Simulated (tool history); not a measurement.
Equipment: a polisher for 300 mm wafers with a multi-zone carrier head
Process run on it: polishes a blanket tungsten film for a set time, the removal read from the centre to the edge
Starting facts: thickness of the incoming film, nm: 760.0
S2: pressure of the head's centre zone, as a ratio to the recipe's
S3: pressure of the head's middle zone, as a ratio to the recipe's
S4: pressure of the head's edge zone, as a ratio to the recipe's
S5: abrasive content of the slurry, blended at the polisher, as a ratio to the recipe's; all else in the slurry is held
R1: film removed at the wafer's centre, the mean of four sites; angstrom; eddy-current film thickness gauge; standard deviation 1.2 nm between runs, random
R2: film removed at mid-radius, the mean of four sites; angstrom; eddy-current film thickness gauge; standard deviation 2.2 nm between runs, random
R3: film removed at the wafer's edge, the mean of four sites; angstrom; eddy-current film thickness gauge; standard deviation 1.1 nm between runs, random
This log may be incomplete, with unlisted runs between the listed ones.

run 1 day=0 | flow_of_slurry_(ml/min)=310 S2=1 S3=1 S4=1 S5=1 polishing_time_(s)=46 | R1=2979.7 R2=2964.2 R3=2954.7
run 2 day=0.046 | flow_of_slurry_(ml/min)=375 S2=1 S3=1 S4=1 S5=1 polishing_time_(s)=46 | R1=3061.6 R2=2909.8 R3=2975.8
run 3 day=0.192 | flow_of_slurry_(ml/min)=375 S2=1 S3=0.95 S4=1 S5=1 polishing_time_(s)=46 | R1=3021 R2=2816.4 R3=3003.4
run 4 day=0.55 | flow_of_slurry_(ml/min)=390 S2=1.01 S3=0.93 S4=0.96 S5=0.85 polishing_time_(s)=39 | R1=2504.5 R2=2301.1 R3=2396.7
run 5 day=0.579 | flow_of_slurry_(ml/min)=350 S2=1.01 S3=0.93 S4=0.96 S5=0.85 polishing_time_(s)=39 | R1=2476.7 R2=2214.8 R3=2368.9
run 6 day=0.754 | flow_of_slurry_(ml/min)=345 S2=1 S3=0.91 S4=0.92 S5=0.75 polishing_time_(s)=36 | R1=2233.8 R2=1996.9 R3=2101.9
run 7 day=0.804 | flow_of_slurry_(ml/min)=335 S2=0.99 S3=0.89 S4=0.89 S5=0.65 polishing_time_(s)=34 | R1=2018.7 R2=1776.7 R3=1908.5
run 8 day=1.004 | flow_of_slurry_(ml/min)=325 S2=0.99 S3=0.88 S4=0.87 S5=0.6 polishing_time_(s)=33 | R1=1911.1 R2=1637.6 R3=1790.1
run 9 day=1.171 | flow_of_slurry_(ml/min)=310 S2=0.99 S3=0.89 S4=0.85 S5=0.55 polishing_time_(s)=32 | R1=1812.7 R2=1658.9 R3=1695.4
run 10 day=1.212 | flow_of_slurry_(ml/min)=310 S2=0.99 S3=0.89 S4=0.85 S5=0.55 polishing_time_(s)=32 | R1=1814.1 R2=1642.2 R3=1672.4
run 11 day=1.483 | flow_of_slurry_(ml/min)=285 S2=0.99 S3=0.87 S4=0.84 S5=0.55 polishing_time_(s)=32 | R1=1777.7 R2=1573.9 R3=1667.8

Run 12, settings as shown, results not yet in. Your forecast:
run 12 day=1.833 | flow_of_slurry_(ml/min)=260 S2=1.01 S3=0.86 S4=0.81 S5=0.5 polishing_time_(s)=30 | R1=? R2=? R3=?

{"run 12": {"R1": 1675.9, "R2": 1436.1, "R3": 1502.9}}
